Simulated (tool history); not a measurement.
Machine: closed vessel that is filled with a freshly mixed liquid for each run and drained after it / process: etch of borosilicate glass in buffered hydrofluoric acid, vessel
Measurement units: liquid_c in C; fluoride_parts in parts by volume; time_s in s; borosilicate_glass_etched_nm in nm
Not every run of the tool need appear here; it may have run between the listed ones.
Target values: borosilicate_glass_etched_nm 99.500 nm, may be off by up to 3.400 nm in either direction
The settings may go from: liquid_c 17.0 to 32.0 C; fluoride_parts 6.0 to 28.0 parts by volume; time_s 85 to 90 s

run	hour	liquid_c	fluoride_parts	time_s	borosilicate_glass_etched_nm
1	0.0	25.0	17.0	85	68.077
2	6.8	25.0	17.0	85	66.037
3	9.7	25.0	17.0	85	67.572
4	18.0	22.0	17.0	85	57.609
5	22.6	22.0	12.0	85	79.778
6	28.8	23.5	12.0	85	86.528
7	38.0	24.5	12.0	85	92.600
8	45.7	25.0	12.0	85	94.623

Which one of the following 5 next-run settings gets every result inside its allowed miss? There is exactly one.
A	53.4	26.5	11.5	85	?
B	53.4	26.0	11.0	85	?
C	53.4	27.0	12.5	85	?
D	53.4	26.0	12.0	90	?
E	53.4	24.5	10.5	90	?

move	borosilicate_glass_etched_nm
A	105.810
B	107.670
C	100.060
D	104.630
E	110.220
A: pushes the last run's worst result past its target
B: pushes the last run's worst result past its target
C: all results in spec
D: pushes the last run's worst result past its target
E: pushes the last run's worst result past its target
Move C is the one to make.
